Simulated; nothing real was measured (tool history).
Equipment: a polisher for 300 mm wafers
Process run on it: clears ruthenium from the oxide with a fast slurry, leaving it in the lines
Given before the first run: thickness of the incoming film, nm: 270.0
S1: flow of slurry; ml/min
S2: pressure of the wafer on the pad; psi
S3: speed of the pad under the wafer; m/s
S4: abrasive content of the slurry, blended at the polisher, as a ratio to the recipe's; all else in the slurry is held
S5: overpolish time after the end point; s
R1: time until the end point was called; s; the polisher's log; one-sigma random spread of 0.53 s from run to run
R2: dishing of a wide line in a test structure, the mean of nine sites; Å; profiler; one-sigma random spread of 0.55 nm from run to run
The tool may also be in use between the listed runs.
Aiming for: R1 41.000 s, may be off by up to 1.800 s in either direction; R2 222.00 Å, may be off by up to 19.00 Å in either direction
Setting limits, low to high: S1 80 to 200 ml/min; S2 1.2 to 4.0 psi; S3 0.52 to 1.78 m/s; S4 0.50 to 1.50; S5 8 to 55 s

run,hour,S1,S2,S3,S4,S5,R1,R2
1,0.0,130,2.6,1.14,1.00,28,64.221,257.13
2,3.0,130,2.6,1.14,1.00,18,64.241,249.38
3,7.8,130,2.8,1.14,1.00,16,60.940,245.84
4,8.7,130,3.0,1.14,1.00,15,57.605,241.29
5,14.9,105,3.0,1.14,1.00,15,60.074,240.87
6,18.2,105,3.0,1.14,1.00,20,59.749,257.67
7,19.7,125,3.7,1.16,1.00,8,46.792,218.73
8,26.5,125,3.7,1.16,1.00,9,47.364,224.34
9,27.7,125,3.8,1.16,1.00,9,46.309,225.00
10,36.2,130,3.9,1.20,1.00,9,43.396,226.67

Exactly one of the 4 candidate moves below puts every result within its allowed miss. Which one?
A,44.7,145,4.0,1.02,1.50,9,?,?
B,44.7,135,3.9,1.06,1.05,8,?,?
C,44.7,125,3.5,1.34,0.95,37,?,?
D,44.7,145,3.6,1.24,0.90,29,?,?

move,R1,R2
A,41.558,228.28
B,47.947,208.06
C,44.335,261.75
D,46.571,261.13
A: hits every target within its allowed miss
B: its largest miss is bigger than the last run's
C: its largest miss is bigger than the last run's
D: its largest miss is bigger than the last run's
The right move is A.
